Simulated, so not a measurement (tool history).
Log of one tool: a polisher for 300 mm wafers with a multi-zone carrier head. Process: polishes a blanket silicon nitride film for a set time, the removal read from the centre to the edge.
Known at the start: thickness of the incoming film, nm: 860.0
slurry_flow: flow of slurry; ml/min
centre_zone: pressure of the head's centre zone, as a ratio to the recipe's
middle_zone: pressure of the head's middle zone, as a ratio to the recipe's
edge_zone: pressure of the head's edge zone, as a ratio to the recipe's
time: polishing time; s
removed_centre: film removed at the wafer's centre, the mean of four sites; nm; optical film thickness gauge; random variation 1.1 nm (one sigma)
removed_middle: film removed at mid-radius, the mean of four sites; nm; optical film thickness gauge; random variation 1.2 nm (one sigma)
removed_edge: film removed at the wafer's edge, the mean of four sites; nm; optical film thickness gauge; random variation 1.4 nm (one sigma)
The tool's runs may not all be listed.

run 1 day=0 | slurry_flow=300 centre_zone=1 middle_zone=1 edge_zone=1 time=51 | removed_centre=81.437 removed_middle=83.121 removed_edge=83.386
run 2 day=0.171 | slurry_flow=300 centre_zone=1 middle_zone=0.96 edge_zone=1 time=51 | removed_centre=81.161 removed_middle=80.941 removed_edge=81.753
run 3 day=0.392 | slurry_flow=300 centre_zone=1 middle_zone=1.04 edge_zone=1 time=51 | removed_centre=80.483 removed_middle=85.559 removed_edge=81.741
run 4 day=0.471 | slurry_flow=300 centre_zone=1 middle_zone=1.04 edge_zone=1 time=63 | removed_centre=100.88 removed_middle=105.21 removed_edge=102.76
run 5 day=0.625 | slurry_flow=310 centre_zone=1.02 middle_zone=1.07 edge_zone=1.01 time=64 | removed_centre=104.19 removed_middle=111.25 removed_edge=103.87
run 6 day=0.758 | slurry_flow=310 centre_zone=1.02 middle_zone=1.07 edge_zone=1.01 time=71 | removed_centre=114.06 removed_middle=121.61 removed_edge=116.38
run 7 day=0.9 | slurry_flow=310 centre_zone=1.02 middle_zone=1.07 edge_zone=1.01 time=71 | removed_centre=116.94 removed_middle=121.19 removed_edge=115.23

The next listed run, before its measurement:
run 8 day=1.092 | slurry_flow=310 centre_zone=1.02 middle_zone=1.07 edge_zone=1.01 time=71 | removed_centre=? removed_middle=? removed_edge=?

Run 8 gave removed_centre 115.95 nm, removed_middle 122.1 nm, removed_edge 113.47 nm.
